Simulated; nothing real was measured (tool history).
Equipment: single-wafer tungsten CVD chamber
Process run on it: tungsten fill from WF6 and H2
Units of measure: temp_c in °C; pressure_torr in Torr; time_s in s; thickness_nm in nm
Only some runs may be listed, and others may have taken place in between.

| run | day | temp_c | pressure_torr | time_s | thickness_nm |
|---|---|---|---|---|---|
| 1 | 0 | 390 | 50 | 27.3 | 81.023 |
| 2 | 0.271 | 390 | 50 | 26 | 76.973 |
| 3 | 0.546 | 385 | 50 | 26 | 68.649 |
| 4 | 0.758 | 393 | 50 | 26 | 81.929 |
| 5 | 1.071 | 383 | 50 | 26 | 65.58 |
| 6 | 1.217 | 383 | 50 | 27.3 | 68.889 |
| 7 | 1.333 | 387 | 50.1 | 27.3 | 75.842 |

The next listed run, before its measurement:
| 8 | 1.454 | 390 | 50.2 | 27.3 | ? |

thickness_nm: 81.044 nm
